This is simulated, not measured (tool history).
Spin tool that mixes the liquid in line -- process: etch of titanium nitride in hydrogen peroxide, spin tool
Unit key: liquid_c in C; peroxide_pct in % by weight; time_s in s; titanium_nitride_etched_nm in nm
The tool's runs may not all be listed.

| run | hour | liquid_c | peroxide_pct | time_s | titanium_nitride_etched_nm |
|---|---|---|---|---|---|
| 1 | 0 | 45 | 22.5 | 70 | 3.2952 |
| 2 | 7.7 | 50.5 | 22.5 | 70 | 5.0168 |
| 3 | 15.5 | 50.5 | 25 | 70 | 5.0734 |
| 4 | 18.6 | 47.5 | 25 | 70 | 4.1321 |
| 5 | 21.3 | 44.5 | 25 | 70 | 3.334 |
| 6 | 28.6 | 42.5 | 25 | 70 | 2.7995 |
| 7 | 36 | 41 | 25 | 70 | 2.4825 |
| 8 | 38.1 | 40 | 25 | 70 | 2.3341 |
| 9 | 42.2 | 39 | 25 | 70 | 2.1653 |
| 10 | 46.4 | 39 | 25 | 70 | 2.17 |
| 11 | 49.2 | 38 | 25 | 70 | 2.027 |
| 12 | 55.3 | 37.5 | 25 | 70 | 1.963 |
| 13 | 57.9 | 37 | 25 | 70 | 1.8455 |
| 14 | 60.7 | 36.5 | 25 | 70 | 1.7711 |
| 15 | 68.1 | 36 | 25 | 70 | 1.7143 |

Run 16 is up next; what results do you expect?
| 16 | 74.8 | 35.5 | 25 | 70 | ? |

{"run 16": {"titanium_nitride_etched_nm": 1.638}}

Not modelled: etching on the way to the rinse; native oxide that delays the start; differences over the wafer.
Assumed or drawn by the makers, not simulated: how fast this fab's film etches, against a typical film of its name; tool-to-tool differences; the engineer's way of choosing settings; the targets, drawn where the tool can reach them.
